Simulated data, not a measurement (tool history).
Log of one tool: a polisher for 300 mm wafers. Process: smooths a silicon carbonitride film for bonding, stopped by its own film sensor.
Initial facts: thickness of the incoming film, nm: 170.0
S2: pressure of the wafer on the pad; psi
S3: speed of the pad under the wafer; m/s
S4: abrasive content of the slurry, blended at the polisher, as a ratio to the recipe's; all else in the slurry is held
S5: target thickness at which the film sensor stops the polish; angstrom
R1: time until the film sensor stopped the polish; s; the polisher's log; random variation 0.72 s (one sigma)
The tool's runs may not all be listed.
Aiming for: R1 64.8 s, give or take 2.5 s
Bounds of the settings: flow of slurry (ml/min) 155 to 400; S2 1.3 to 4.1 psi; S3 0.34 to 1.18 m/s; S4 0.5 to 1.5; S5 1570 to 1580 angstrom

Run 1, hour 0: flow of slurry (ml/min) 255, S2 2.7 psi, S3 0.76 m/s, S4 1, S5 1570 angstrom. Result: R1 46.273 s.
Run 2, hour 0.7: flow of slurry (ml/min) 255, S2 2.4 psi, S3 0.76 m/s, S4 1, S5 1570 angstrom. Result: R1 50.875 s.
Run 3, hour 2.4: flow of slurry (ml/min) 255, S2 2.7 psi, S3 0.76 m/s, S4 1, S5 1570 angstrom. Result: R1 45.365 s.
Run 4, hour 6.6: flow of slurry (ml/min) 305, S2 2.7 psi, S3 0.76 m/s, S4 1, S5 1570 angstrom. Result: R1 44.353 s.
Run 5, hour 7.7: flow of slurry (ml/min) 360, S2 2.7 psi, S3 0.76 m/s, S4 1, S5 1570 angstrom. Result: R1 44.065 s.
Run 6, hour 15.4: flow of slurry (ml/min) 360, S2 2.4 psi, S3 0.76 m/s, S4 1, S5 1570 angstrom. Result: R1 49.868 s.
Run 7, hour 24.3: flow of slurry (ml/min) 360, S2 2.2 psi, S3 0.76 m/s, S4 1, S5 1570 angstrom. Result: R1 52.795 s.
Run 8, hour 33.2: flow of slurry (ml/min) 360, S2 2 psi, S3 0.76 m/s, S4 1, S5 1570 angstrom. Result: R1 59.058 s.
Run 9, hour 39.4: flow of slurry (ml/min) 360, S2 1.9 psi, S3 0.76 m/s, S4 1, S5 1570 angstrom. Result: R1 61.47 s.

Of the 4 settings listed for the next run, only one would bring every result within its allowed miss of target. Which one?
Run A, hour 45.6: flow of slurry (ml/min) 355, S2 2 psi, S3 0.66 m/s, S4 1.05, S5 1570 angstrom. Result: R1 ?.
Run B, hour 45.6: flow of slurry (ml/min) 370, S2 1.8 psi, S3 0.78 m/s, S4 1.1, S5 1570 angstrom. Result: R1 ?.
Run C, hour 45.6: flow of slurry (ml/min) 340, S2 1.9 psi, S3 0.86 m/s, S4 0.95, S5 1580 angstrom. Result: R1 ?.
Run D, hour 45.6: flow of slurry (ml/min) 360, S2 2.8 psi, S3 0.42 m/s, S4 1.25, S5 1580 angstrom. Result: R1 ?.

move      R1
   A  65.294
   B  61.808
   C  53.622
   D  58.282
A: hits every target within its allowed miss
B: closer than the last run, but not yet in spec
C: misses by more than the last run did
D: misses by more than the last run did
The right move is A.
